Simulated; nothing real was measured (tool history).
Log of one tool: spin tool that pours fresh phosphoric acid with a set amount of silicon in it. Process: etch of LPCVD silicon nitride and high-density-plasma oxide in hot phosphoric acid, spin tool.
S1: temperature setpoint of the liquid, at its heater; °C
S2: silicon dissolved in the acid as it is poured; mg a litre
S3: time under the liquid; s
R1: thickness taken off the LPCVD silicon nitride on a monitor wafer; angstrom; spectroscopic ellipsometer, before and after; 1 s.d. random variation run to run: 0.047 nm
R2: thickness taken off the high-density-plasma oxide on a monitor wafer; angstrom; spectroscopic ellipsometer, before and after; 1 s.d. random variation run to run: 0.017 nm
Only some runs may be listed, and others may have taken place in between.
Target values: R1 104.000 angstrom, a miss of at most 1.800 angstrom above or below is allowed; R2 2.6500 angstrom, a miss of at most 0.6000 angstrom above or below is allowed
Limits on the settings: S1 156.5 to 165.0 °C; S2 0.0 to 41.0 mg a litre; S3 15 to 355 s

{"run": 1, "hour": 0.0, "S1": 160.0, "S2": 18.0, "S3": 180, "R1": 181.62, "R2": 3.507}
{"run": 2, "hour": 4.6, "S1": 159.0, "S2": 13.0, "S3": 150, "R1": 146.74, "R2": 3.0322}
{"run": 3, "hour": 9.6, "S1": 157.5, "S2": 13.0, "S3": 150, "R1": 139.14, "R2": 3.1568}
{"run": 4, "hour": 11.5, "S1": 157.0, "S2": 11.5, "S3": 135, "R1": 123.45, "R2": 2.437}
{"run": 5, "hour": 14.9, "S1": 157.0, "S2": 7.5, "S3": 125, "R1": 114.29, "R2": 2.7614}
{"run": 6, "hour": 21.4, "S1": 157.0, "S2": 6.5, "S3": 120, "R1": 109.22, "R2": 2.6191}
{"run": 7, "hour": 24.5, "S1": 157.0, "S2": 5.5, "S3": 120, "R1": 109.23, "R2": 3.0725}
{"run": 8, "hour": 32.2, "S1": 157.0, "S2": 6.0, "S3": 120, "R1": 109.91, "R2": 2.7237}
{"run": 9, "hour": 36.2, "S1": 156.5, "S2": 4.5, "S3": 110, "R1": 99.094, "R2": 2.3844}

Consider the 4 candidate settings below. Which is the only one whose results all fall within their allowed miss of target?
{"run": "A", "hour": 40.2, "S1": 156.5, "S2": 27.5, "S3": 115, "R1": "?", "R2": "?"}
{"run": "B", "hour": 40.2, "S1": 156.5, "S2": 3.5, "S3": 115, "R1": "?", "R2": "?"}
{"run": "C", "hour": 40.2, "S1": 156.5, "S2": 0.0, "S3": 120, "R1": "?", "R2": "?"}
{"run": "D", "hour": 40.2, "S1": 156.5, "S2": 29.0, "S3": 115, "R1": "?", "R2": "?"}

move=A R1=102.740 R2=1.2811
move=B R1=102.740 R2=2.3991
move=C R1=107.210 R2=2.6735
move=D R1=102.740 R2=1.2112
A: gets the furthest-off result to its target, but another result is out of tolerance
B: hits every target within its allowed miss
C: the result that was furthest off in the last run now lies on the other side of its target
D: gets the furthest-off result to its target, but another result is out of tolerance
Correct choice: B, which meets every target
